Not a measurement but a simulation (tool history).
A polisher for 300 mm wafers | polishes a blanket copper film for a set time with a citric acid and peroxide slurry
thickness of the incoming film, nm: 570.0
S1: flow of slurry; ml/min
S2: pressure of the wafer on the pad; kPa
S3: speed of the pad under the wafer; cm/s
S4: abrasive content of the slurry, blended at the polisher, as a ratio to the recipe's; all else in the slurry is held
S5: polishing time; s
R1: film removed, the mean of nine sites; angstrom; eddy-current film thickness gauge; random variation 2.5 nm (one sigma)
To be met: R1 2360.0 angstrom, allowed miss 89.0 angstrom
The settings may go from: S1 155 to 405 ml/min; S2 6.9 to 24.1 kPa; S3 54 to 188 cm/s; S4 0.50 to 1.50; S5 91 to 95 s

run	hour	S1	S2	S3	S4	S5	R1
1	0.0	260	15.2	120	1.00	91	1636.1
2	8.4	260	15.2	100	1.00	91	1420.5
3	13.1	260	16.5	100	1.00	91	1530.0
4	17.1	260	17.9	100	1.00	91	1615.6
5	20.8	260	19.3	102	1.00	91	1848.1
6	25.3	260	20.0	102	1.00	91	1857.1
7	31.6	260	20.7	102	1.00	91	1873.2
8	34.8	260	21.4	104	1.00	91	2040.0
9	40.4	260	22.1	104	1.00	91	2099.9
10	42.1	260	22.8	104	1.00	91	2142.1
11	50.1	260	23.4	106	1.00	91	2239.3

Which of these 4 next moves meets every target?
A	58.1	290	24.1	88	1.00	95	?
B	58.1	265	23.4	100	1.10	91	?
C	58.1	295	24.1	104	0.85	95	?
D	58.1	270	20.0	116	0.90	91	?

move	R1
A	2084.2
B	2193.0
C	2331.7
D	2053.0
A: further off than the last run
B: further off than the last run
C: meets every target
D: further off than the last run
Move C is the one to make.

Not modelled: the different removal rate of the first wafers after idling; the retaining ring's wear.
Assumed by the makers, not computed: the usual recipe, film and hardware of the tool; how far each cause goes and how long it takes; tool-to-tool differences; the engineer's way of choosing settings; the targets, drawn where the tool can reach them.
